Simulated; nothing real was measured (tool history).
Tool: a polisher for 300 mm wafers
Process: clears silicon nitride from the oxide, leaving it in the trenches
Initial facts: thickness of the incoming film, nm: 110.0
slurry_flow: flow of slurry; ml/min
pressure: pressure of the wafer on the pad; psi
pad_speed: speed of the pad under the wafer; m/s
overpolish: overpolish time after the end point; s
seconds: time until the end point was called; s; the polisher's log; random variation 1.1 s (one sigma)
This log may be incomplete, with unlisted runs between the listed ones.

Run 1, hour 0: slurry_flow 165 ml/min, pressure 2.1 psi, pad_speed 1.08 m/s, overpolish 31 s. Result: seconds 145.91 s.
Run 2, hour 5.9: slurry_flow 140 ml/min, pressure 2.1 psi, pad_speed 1.08 m/s, overpolish 31 s. Result: seconds 152.7 s.
Run 3, hour 9.7: slurry_flow 155 ml/min, pressure 2.3 psi, pad_speed 1.08 m/s, overpolish 31 s. Result: seconds 140.12 s.
Run 4, hour 14.1: slurry_flow 155 ml/min, pressure 1.9 psi, pad_speed 1.08 m/s, overpolish 31 s. Result: seconds 163.18 s.
Run 5, hour 15: slurry_flow 165 ml/min, pressure 2.2 psi, pad_speed 1.1 m/s, overpolish 31 s. Result: seconds 136.88 s.
Run 6, hour 18.8: slurry_flow 165 ml/min, pressure 2.2 psi, pad_speed 1.34 m/s, overpolish 31 s. Result: seconds 114.46 s.
Run 7, hour 20.8: slurry_flow 165 ml/min, pressure 2.2 psi, pad_speed 1.34 m/s, overpolish 31 s. Result: seconds 115 s.

Expected results for the next run?
Run 8, hour 29.1: slurry_flow 175 ml/min, pressure 2.3 psi, pad_speed 1.34 m/s, overpolish 31 s. Result: seconds ?.

seconds: 110.13 s
